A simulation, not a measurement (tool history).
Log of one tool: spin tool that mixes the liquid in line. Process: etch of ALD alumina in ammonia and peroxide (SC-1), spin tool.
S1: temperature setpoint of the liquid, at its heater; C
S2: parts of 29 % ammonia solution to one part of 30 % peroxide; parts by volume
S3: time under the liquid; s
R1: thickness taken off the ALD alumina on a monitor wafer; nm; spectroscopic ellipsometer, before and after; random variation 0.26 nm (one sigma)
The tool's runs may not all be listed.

run  hour    S1    S2   S3      R1
  1   0.0  49.0  0.95  280  16.367
  2   5.9  49.0  0.95  280  16.500
  3  11.9  42.5  0.95  280  11.210
  4  18.8  42.5  0.95  280  11.403
  5  26.7  47.5  0.95  280  15.143
  6  27.4  54.0  0.95  280  21.568
  7  31.4  56.0  0.95  280  24.011
  8  34.3  57.5  0.95  280  26.092
  9  39.7  58.5  0.95  280  27.498
 10  40.8  59.5  0.95  280  28.617

Forecast run 11:
 11  48.9  60.5  0.95  280   ?

Run 11 gave R1 30.496 nm.
